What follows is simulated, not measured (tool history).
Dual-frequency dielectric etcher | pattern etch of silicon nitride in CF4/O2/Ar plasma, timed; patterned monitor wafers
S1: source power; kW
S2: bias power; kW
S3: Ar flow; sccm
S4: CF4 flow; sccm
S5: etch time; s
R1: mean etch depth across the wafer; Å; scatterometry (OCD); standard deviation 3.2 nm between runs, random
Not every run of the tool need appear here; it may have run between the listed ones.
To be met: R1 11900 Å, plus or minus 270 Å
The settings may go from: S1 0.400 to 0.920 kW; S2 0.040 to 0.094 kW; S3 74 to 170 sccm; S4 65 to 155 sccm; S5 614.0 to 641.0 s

| run | hour | S1 | S2 | S3 | S4 | S5 | R1 |
|---|---|---|---|---|---|---|---|
| 1 | 0.0 | 0.660 | 0.067 | 122 | 110 | 614.0 | 16124 |
| 2 | 2.2 | 0.660 | 0.067 | 122 | 110 | 614.0 | 16070 |
| 3 | 6.2 | 0.660 | 0.067 | 122 | 91 | 614.0 | 15639 |
| 4 | 7.4 | 0.660 | 0.067 | 122 | 91 | 614.0 | 15759 |
| 5 | 13.5 | 0.620 | 0.067 | 122 | 91 | 614.0 | 14748 |
| 6 | 18.2 | 0.620 | 0.067 | 122 | 91 | 614.0 | 14782 |
| 7 | 26.4 | 0.590 | 0.067 | 122 | 91 | 614.0 | 13942 |
| 8 | 35.5 | 0.570 | 0.067 | 122 | 91 | 614.0 | 13451 |
| 9 | 40.3 | 0.560 | 0.067 | 122 | 91 | 614.0 | 13203 |
| 10 | 42.2 | 0.560 | 0.067 | 122 | 91 | 614.0 | 13222 |
| 11 | 49.7 | 0.550 | 0.067 | 122 | 91 | 614.0 | 12897 |
| 12 | 52.6 | 0.540 | 0.067 | 122 | 91 | 614.0 | 12700 |
| 13 | 53.5 | 0.530 | 0.067 | 122 | 91 | 614.0 | 12406 |
| 14 | 55.7 | 0.520 | 0.067 | 122 | 91 | 614.0 | 12244 |
| 15 | 59.1 | 0.520 | 0.067 | 122 | 91 | 614.0 | 12173 |

Which one of the following 4 next-run settings gets every result inside its allowed miss? There is exactly one.
| A | 62.5 | 0.520 | 0.069 | 129 | 88 | 631.5 | ? |
| B | 62.5 | 0.480 | 0.067 | 155 | 88 | 641.0 | ? |
| C | 62.5 | 0.510 | 0.065 | 142 | 76 | 641.0 | ? |
| D | 62.5 | 0.530 | 0.061 | 118 | 104 | 617.5 | ? |

| move | R1 |
|---|---|
| A | 12543 |
| B | 11287 |
| C | 11832 |
| D | 12404 |
A: its largest miss is bigger than the last run's
B: the result that was furthest off in the last run now lies on the other side of its target
C: hits every target within its allowed miss
D: its largest miss is bigger than the last run's
Move C is the one to make.
